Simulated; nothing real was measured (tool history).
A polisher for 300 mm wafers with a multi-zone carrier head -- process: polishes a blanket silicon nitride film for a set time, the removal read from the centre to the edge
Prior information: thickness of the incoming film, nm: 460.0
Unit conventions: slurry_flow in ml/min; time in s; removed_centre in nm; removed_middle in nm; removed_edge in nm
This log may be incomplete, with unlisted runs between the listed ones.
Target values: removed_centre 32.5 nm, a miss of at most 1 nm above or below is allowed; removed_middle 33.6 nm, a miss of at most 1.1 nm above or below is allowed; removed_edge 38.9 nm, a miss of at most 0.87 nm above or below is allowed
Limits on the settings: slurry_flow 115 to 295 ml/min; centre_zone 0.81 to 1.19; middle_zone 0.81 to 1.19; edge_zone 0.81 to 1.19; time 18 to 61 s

run,hour,slurry_flow,centre_zone,middle_zone,edge_zone,time,removed_centre,removed_middle,removed_edge
1,0,190,1,1,1,39,63.592,61.357,63.188
2,4.4,190,1,1,1,31,51.285,50.674,50.26
3,10.4,190,1,0.95,1,31,50.771,47.545,50.287
4,19.2,175,0.96,0.92,0.98,29,45.083,42.91,46.485
5,22.5,175,0.91,0.92,0.98,29,42.682,42.88,46.625
6,24.8,165,0.89,0.9,0.96,28,39.721,39.998,44.193
7,29.8,155,0.87,0.88,0.94,28,38.071,39.623,43.446
8,36.1,150,0.86,0.86,0.94,27,36.287,36.503,41.689
9,42.3,145,0.85,0.85,0.93,27,35.579,35.695,41.766
10,48.8,125,0.81,0.84,0.84,25,30.335,31.903,36.238
# hour 52.5: centre zone pressure recalibrated
11,52.5,135,0.81,0.84,0.86,25,28.803,32.415,36.941
12,58.6,140,0.91,0.83,0.89,27,35.805,34.96,40.19
13,65.7,135,0.89,0.83,0.88,27,34.4,33.788,39.863
14,68.5,130,0.88,0.83,0.88,27,33.857,34.035,39.889
15,71.3,130,0.88,0.83,0.87,27,33.91,34.058,39.702

4 next moves are on the table. One of them brings every result within its allowed miss. Which?
A,74.1,135,0.95,0.81,0.86,26,?,?,?
B,74.1,155,0.83,0.81,0.83,27,?,?,?
C,74.1,165,0.87,0.84,0.93,25,?,?,?
D,74.1,120,0.86,0.83,0.97,27,?,?,?

move,removed_centre,removed_middle,removed_edge
A,35.413,32.609,38.421
B,33.277,34.985,40.343
C,32.787,33.79,39.162
D,32.077,33.473,40.665
A: further off than the last run
B: gets the furthest-off result to its target, but another result is out of tolerance
C: in spec on every target
D: gets the furthest-off result to its target, but another result is out of tolerance
C meets every target.

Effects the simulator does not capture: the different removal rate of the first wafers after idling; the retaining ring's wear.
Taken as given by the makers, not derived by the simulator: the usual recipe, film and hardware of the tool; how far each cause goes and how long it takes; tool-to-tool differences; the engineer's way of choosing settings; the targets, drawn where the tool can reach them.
